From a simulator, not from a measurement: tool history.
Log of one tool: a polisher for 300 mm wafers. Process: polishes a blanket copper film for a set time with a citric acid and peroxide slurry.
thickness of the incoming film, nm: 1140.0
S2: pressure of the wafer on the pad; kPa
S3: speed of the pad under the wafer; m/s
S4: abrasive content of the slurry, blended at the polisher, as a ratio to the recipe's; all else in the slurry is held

Run 1, day 0.000: flow of slurry (ml/min) 315, S2 26.9 kPa, S3 1.06 m/s, S4 1.0, polishing time (s) 51. Result: film removed (Å) 1416.0.
Run 2, day 0.175: flow of slurry (ml/min) 315, S2 26.9 kPa, S3 1.06 m/s, S4 1.2, polishing time (s) 51. Result: film removed (Å) 1503.0.
Run 3, day 0.442: flow of slurry (ml/min) 315, S2 26.9 kPa, S3 1.26 m/s, S4 1.2, polishing time (s) 51. Result: film removed (Å) 1769.0.
Run 4, day 0.625: flow of slurry (ml/min) 315, S2 24.8 kPa, S3 1.26 m/s, S4 1.2, polishing time (s) 51. Result: film removed (Å) 1656.1.
Run 5, day 0.971: flow of slurry (ml/min) 315, S2 22.8 kPa, S3 1.26 m/s, S4 1.2, polishing time (s) 51. Result: film removed (Å) 1514.0.
Run 6, day 1.129: flow of slurry (ml/min) 315, S2 21.4 kPa, S3 1.26 m/s, S4 1.2, polishing time (s) 51. Result: film removed (Å) 1425.2.
Run 7, day 1.362: flow of slurry (ml/min) 315, S2 20.7 kPa, S3 1.26 m/s, S4 1.2, polishing time (s) 51. Result: film removed (Å) 1391.6.

Run 8 comes next. What will it give?
Run 8, day 1.696: flow of slurry (ml/min) 315, S2 15.2 kPa, S3 1.24 m/s, S4 1.2, polishing time (s) 51. Result: film removed (Å) ?.

film removed (Å): 1059.0

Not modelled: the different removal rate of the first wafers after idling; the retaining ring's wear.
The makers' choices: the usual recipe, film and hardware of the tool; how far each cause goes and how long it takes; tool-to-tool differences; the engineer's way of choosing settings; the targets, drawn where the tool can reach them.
